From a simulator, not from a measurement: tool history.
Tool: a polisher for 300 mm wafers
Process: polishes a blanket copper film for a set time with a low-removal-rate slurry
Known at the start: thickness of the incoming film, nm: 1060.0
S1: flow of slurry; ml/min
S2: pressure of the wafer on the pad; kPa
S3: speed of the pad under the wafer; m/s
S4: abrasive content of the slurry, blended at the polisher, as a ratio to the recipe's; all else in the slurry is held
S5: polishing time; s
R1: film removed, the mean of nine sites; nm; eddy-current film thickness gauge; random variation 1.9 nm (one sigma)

run	day	S1	S2	S3	S4	S5	R1
1	0.000	205	19.3	1.34	1.00	65	217.24
2	0.154	205	19.3	1.34	0.85	65	212.57
3	0.242	205	22.8	1.34	0.85	65	234.39
4	0.333	205	22.8	1.34	0.65	65	227.59
5	0.550	205	20.7	1.32	0.65	65	206.60
6	0.700	205	19.3	1.32	0.65	65	194.52

Run 7 comes next. What will it give?
7	0.992	205	19.3	1.32	0.65	65	?

Run 7 gave R1 198.54 nm.
